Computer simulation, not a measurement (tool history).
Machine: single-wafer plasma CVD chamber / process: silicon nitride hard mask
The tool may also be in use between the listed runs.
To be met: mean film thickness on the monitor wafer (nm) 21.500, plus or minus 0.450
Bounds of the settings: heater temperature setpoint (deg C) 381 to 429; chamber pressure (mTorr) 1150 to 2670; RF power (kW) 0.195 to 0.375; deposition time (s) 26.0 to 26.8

| run | hour | heater temperature setpoint (deg C) | chamber pressure (mTorr) | RF power (kW) | deposition time (s) | mean film thickness on the monitor wafer (nm) |
|---|---|---|---|---|---|---|
| 1 | 0.0 | 405 | 1910 | 0.285 | 26.0 | 29.172 |
| 2 | 2.5 | 405 | 1690 | 0.255 | 26.0 | 25.034 |
| 3 | 11.0 | 400 | 1690 | 0.255 | 26.0 | 25.073 |
| 4 | 12.0 | 400 | 1530 | 0.250 | 26.0 | 24.052 |
| 5 | 13.3 | 400 | 1530 | 0.280 | 26.0 | 27.217 |
| 6 | 15.0 | 400 | 1430 | 0.265 | 26.0 | 25.173 |
| 7 | 16.9 | 400 | 1350 | 0.255 | 26.0 | 23.950 |
| 8 | 23.2 | 400 | 1290 | 0.245 | 26.0 | 22.579 |
| 9 | 27.6 | 400 | 1250 | 0.245 | 26.0 | 22.461 |
| 10 | 30.8 | 400 | 1220 | 0.245 | 26.0 | 22.398 |
|  | 36.0 | RF generator calibrated |
| 11 | 36.0 | 400 | 1220 | 0.245 | 26.0 | 24.423 |
| 12 | 37.7 | 396 | 1320 | 0.240 | 26.0 | 24.243 |
| 13 | 39.4 | 399 | 1310 | 0.240 | 26.0 | 24.071 |
| 14 | 48.2 | 403 | 1280 | 0.240 | 26.0 | 23.978 |
| 15 | 49.0 | 398 | 1240 | 0.235 | 26.0 | 23.447 |

Which one of the following 4 next-run settings gets every result inside its allowed miss? There is exactly one.
| A | 49.8 | 403 | 1390 | 0.240 | 26.8 | ? |
| B | 49.8 | 401 | 1750 | 0.200 | 26.0 | ? |
| C | 49.8 | 409 | 1160 | 0.220 | 26.3 | ? |
| D | 49.8 | 395 | 1550 | 0.205 | 26.0 | ? |

| move | mean film thickness on the monitor wafer (nm) |
|---|---|
| A | 25.071 |
| B | 20.341 |
| C | 21.295 |
| D | 20.561 |
A: the biggest miss grows against the last run
B: takes the result that was furthest off past its target
C: all results in spec
D: takes the result that was furthest off past its target
Go with C: it meets all targets.
